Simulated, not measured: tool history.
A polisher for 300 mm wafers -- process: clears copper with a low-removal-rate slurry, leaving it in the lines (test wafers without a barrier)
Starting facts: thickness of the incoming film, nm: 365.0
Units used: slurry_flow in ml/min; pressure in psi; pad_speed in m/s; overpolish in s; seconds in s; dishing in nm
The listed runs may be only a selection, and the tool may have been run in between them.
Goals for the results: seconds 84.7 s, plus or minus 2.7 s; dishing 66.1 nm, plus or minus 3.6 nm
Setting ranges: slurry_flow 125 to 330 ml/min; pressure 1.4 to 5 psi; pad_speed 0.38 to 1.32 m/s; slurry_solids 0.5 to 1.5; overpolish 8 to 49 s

| run | hour | slurry_flow | pressure | pad_speed | slurry_solids | overpolish | seconds | dishing |
|---|---|---|---|---|---|---|---|---|
| 1 | 0 | 210 | 3.2 | 0.84 | 1 | 25 | 128.76 | 49.992 |
| 2 | 3 | 210 | 2.4 | 0.84 | 1 | 25 | 163.92 | 37.291 |
| 3 | 10.1 | 210 | 3.1 | 0.84 | 1 | 25 | 130.84 | 46.362 |
| 4 | 16.5 | 215 | 3.4 | 0.84 | 1 | 24 | 119.05 | 50.651 |
| 5 | 25 | 215 | 3.4 | 1 | 1 | 24 | 99.224 | 55.85 |
| 6 | 26.6 | 220 | 3.5 | 1 | 1 | 24 | 97.787 | 57.85 |
| 7 | 28.8 | 220 | 3.6 | 1 | 1 | 24 | 93.642 | 59.299 |
| 8 | 32.9 | 220 | 3.7 | 1 | 1 | 24 | 91.22 | 61.128 |

Exactly one of the 4 candidate moves below puts every result within its allowed miss. Which one?
| A | 37 | 235 | 3.9 | 1 | 1.1 | 25 | ? | ? |
| B | 37 | 250 | 4.3 | 0.94 | 1.05 | 17 | ? | ? |
| C | 37 | 235 | 2.9 | 1.18 | 1.15 | 27 | ? | ? |
| D | 37 | 230 | 3.6 | 0.94 | 1 | 32 | ? | ? |

| move | seconds | dishing |
|---|---|---|
| A | 85.915 | 67.338 |
| B | 83.494 | 51.823 |
| C | 96.326 | 63.255 |
| D | 101.39 | 70.594 |
A: meets every target
B: brings the result that was furthest off to its target, and leaves another outside
C: further off than the last run
D: further off than the last run
A is the move that brings every result within its allowed miss.
